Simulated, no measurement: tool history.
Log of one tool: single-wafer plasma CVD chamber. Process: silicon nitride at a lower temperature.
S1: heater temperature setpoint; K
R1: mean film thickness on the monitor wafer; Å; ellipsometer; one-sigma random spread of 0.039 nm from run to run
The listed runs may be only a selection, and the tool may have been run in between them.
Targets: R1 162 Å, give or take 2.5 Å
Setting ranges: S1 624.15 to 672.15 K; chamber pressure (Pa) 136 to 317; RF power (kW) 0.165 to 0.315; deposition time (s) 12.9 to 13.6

{"run": 1, "hour": 0.0, "S1": 648.15, "chamber pressure (Pa)": 227, "RF power (kW)": 0.24, "deposition time (s)": 13.6, "R1": 147.42}
{"run": 2, "hour": 2.6, "S1": 648.15, "chamber pressure (Pa)": 247, "RF power (kW)": 0.24, "deposition time (s)": 13.6, "R1": 151.66}
{"run": 3, "hour": 3.5, "S1": 648.15, "chamber pressure (Pa)": 247, "RF power (kW)": 0.24, "deposition time (s)": 12.9, "R1": 144.1}
{"run": 4, "hour": 7.7, "S1": 648.15, "chamber pressure (Pa)": 265, "RF power (kW)": 0.245, "deposition time (s)": 12.9, "R1": 148.05}
{"run": 5, "hour": 12.5, "S1": 648.15, "chamber pressure (Pa)": 237, "RF power (kW)": 0.245, "deposition time (s)": 12.9, "R1": 143.67}
{"run": 6, "hour": 13.5, "S1": 648.15, "chamber pressure (Pa)": 237, "RF power (kW)": 0.245, "deposition time (s)": 13.6, "R1": 151.28}
{"run": 7, "hour": 19.1, "S1": 648.15, "chamber pressure (Pa)": 253, "RF power (kW)": 0.245, "deposition time (s)": 13.6, "R1": 154.75}
{"run": 8, "hour": 27.1, "S1": 648.15, "chamber pressure (Pa)": 263, "RF power (kW)": 0.245, "deposition time (s)": 13.6, "R1": 155.96}
{"run": 9, "hour": 31.0, "S1": 648.15, "chamber pressure (Pa)": 271, "RF power (kW)": 0.245, "deposition time (s)": 13.6, "R1": 158.08}

Consider the 5 candidate settings below. Which is the only one whose results all fall within their allowed miss of target?
{"run": "A", "hour": 34.9, "S1": 643.15, "chamber pressure (Pa)": 296, "RF power (kW)": 0.26, "deposition time (s)": 13.1, "R1": "?"}
{"run": "B", "hour": 34.9, "S1": 645.15, "chamber pressure (Pa)": 317, "RF power (kW)": 0.255, "deposition time (s)": 13.5, "R1": "?"}
{"run": "C", "hour": 34.9, "S1": 648.15, "chamber pressure (Pa)": 244, "RF power (kW)": 0.27, "deposition time (s)": 13, "R1": "?"}
{"run": "D", "hour": 34.9, "S1": 652.15, "chamber pressure (Pa)": 311, "RF power (kW)": 0.26, "deposition time (s)": 13.5, "R1": "?"}
{"run": "E", "hour": 34.9, "S1": 652.15, "chamber pressure (Pa)": 312, "RF power (kW)": 0.23, "deposition time (s)": 13.4, "R1": "?"}

move=A R1=161.77
move=B R1=167.87
move=C R1=154.21
move=D R1=168.23
move=E R1=156.33
A: all results land within tolerance of their targets
B: the result that was furthest off in the last run now lies on the other side of its target
C: the biggest miss grows against the last run
D: the result that was furthest off in the last run now lies on the other side of its target
E: the biggest miss grows against the last run
Go with A: it meets all targets.
